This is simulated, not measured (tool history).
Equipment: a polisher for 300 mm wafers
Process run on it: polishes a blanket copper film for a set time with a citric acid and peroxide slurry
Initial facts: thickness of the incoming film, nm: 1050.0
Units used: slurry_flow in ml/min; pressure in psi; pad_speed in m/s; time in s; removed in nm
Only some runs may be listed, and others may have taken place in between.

run	hour	slurry_flow	pressure	pad_speed	slurry_solids	time	removed
1	0	315	3.8	1.14	1	31	87.525
2	2.9	315	3.8	0.94	1	31	76.041
3	3.9	265	3.8	0.94	1	31	74.144
4	9.6	265	4.2	0.94	1	31	80.957
5	11.3	265	3.8	0.94	1	31	73.844
6	18.8	270	4.2	0.94	1	31	82.123
7	19.8	275	4.5	0.94	1	31	88.386
8	27.6	280	4.7	0.94	1	31	92.451

Predict the results of run 9:
9	30.5	280	4.9	0.94	1	31	?

{"run 9": {"removed": 95.654}}
